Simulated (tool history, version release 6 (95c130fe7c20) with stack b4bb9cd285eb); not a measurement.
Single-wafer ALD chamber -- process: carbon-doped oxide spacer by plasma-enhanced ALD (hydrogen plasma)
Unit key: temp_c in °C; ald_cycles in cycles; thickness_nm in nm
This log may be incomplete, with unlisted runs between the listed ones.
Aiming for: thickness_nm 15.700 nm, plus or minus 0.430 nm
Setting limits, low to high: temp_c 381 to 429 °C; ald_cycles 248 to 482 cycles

run 1 day=0.000 | temp_c=405 ald_cycles=365 | thickness_nm=19.175
run 2 day=0.129 | temp_c=410 ald_cycles=365 | thickness_nm=19.040
run 3 day=0.308 | temp_c=411 ald_cycles=344 | thickness_nm=17.714
run 4 day=0.421 | temp_c=411 ald_cycles=390 | thickness_nm=20.019
-- day=0.779 thermocouple changed; heater temperature recalibrated
run 5 day=0.779 | temp_c=411 ald_cycles=368 | thickness_nm=18.682
run 6 day=1.092 | temp_c=415 ald_cycles=355 | thickness_nm=17.908
run 7 day=1.317 | temp_c=417 ald_cycles=344 | thickness_nm=17.111
run 8 day=1.471 | temp_c=419 ald_cycles=339 | thickness_nm=16.737
run 9 day=1.754 | temp_c=421 ald_cycles=335 | thickness_nm=16.423

5 candidate next runs follow, results not yet known. Just one meets every target within its allowed miss. Identify it.
run A day=2.038 | temp_c=415 ald_cycles=313 | thickness_nm=?
run B day=2.038 | temp_c=425 ald_cycles=306 | thickness_nm=?
run C day=2.038 | temp_c=426 ald_cycles=302 | thickness_nm=?
run D day=2.038 | temp_c=424 ald_cycles=305 | thickness_nm=?
run E day=2.038 | temp_c=427 ald_cycles=375 | thickness_nm=?

move=A thickness_nm=15.673
move=B thickness_nm=14.771
move=C thickness_nm=14.524
move=D thickness_nm=14.778
move=E thickness_nm=17.967
A: every result lands within tolerance
B: pushes the last run's worst result past its target
C: pushes the last run's worst result past its target
D: pushes the last run's worst result past its target
E: lands further from the targets than the last run did
Move A is the one to make.
